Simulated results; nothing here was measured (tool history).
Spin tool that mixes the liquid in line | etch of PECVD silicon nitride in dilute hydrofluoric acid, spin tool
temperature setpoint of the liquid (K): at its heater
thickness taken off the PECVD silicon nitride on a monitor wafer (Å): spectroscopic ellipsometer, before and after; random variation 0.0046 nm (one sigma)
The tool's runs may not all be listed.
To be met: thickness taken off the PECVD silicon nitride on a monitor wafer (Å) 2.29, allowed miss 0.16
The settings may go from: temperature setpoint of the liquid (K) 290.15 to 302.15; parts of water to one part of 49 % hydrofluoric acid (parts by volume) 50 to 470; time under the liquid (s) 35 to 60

run	day	temperature setpoint of the liquid (K)	parts of water to one part of 49 % hydrofluoric acid (parts by volume)	time under the liquid (s)	thickness taken off the PECVD silicon nitride on a monitor wafer (Å)
1	0	294.15	260	60	4.4342
2	0.262	294.15	200	60	5.9413
3	0.304	294.15	200	60	5.7175
4	0.492	297.15	200	60	6.8565
5	0.692	295.65	250	55	4.6694
6	0.95	293.15	250	55	4.1382
7	1.188	290.65	355	45	1.9038
8	1.475	291.15	355	45	2.0962

5 next moves are on the table. One of them brings every result within its allowed miss. Which?
A	1.762	290.65	280	35	?
B	1.762	293.15	320	35	?
C	1.762	291.65	415	55	?
D	1.762	291.65	325	35	?
E	1.762	291.65	295	35	?

move	thickness taken off the PECVD silicon nitride on a monitor wafer (Å)
A	1.8839
B	1.9465
C	2.1695
D	1.7433
E	1.9126
A: further off than the last run
B: further off than the last run
C: meets every target
D: further off than the last run
E: further off than the last run
Move C is the one to make.
